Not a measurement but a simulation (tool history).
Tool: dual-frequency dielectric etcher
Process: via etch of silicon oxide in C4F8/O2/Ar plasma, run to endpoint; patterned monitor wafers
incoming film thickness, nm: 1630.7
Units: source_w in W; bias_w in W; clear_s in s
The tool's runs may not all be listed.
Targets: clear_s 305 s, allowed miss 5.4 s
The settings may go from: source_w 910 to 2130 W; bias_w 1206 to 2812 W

run  hour  source_w  bias_w  clear_s
  1     0      1520    2009   366.45
  2   6.3      1520    1664      380
  3  12.1      1520    1820   374.88
  4  19.3      1590    1868   360.13
  5  26.3      1640    1876   358.67
  6  35.2      1510    1876   369.05
  7  39.8      1580    1919   364.62
  8  46.6      1640    1964   354.05
     47.5  -- bias power generator calibrated
  9  47.5      1690    1980   345.03
 10  51.4      1990    2063   322.13
 11    53      2010    2081   322.69
 12  57.2      2020    2108   319.98

Which of these 5 next moves meets every target?
  A  61.4      2130    2611        ?
  B  61.4      2130    2266        ?
  C  61.4      1950    2305        ?
  D  61.4      1650    2193        ?
  E  61.4      1890    1778        ?

move  clear_s
   A   293.16
   B   305.66
   C   313.74
   D   337.29
   E   341.52
A: takes the result that was furthest off past its target
B: meets every target
C: nearer than the last run, and not there yet
D: further off than the last run
E: further off than the last run
Move B is the one to make.
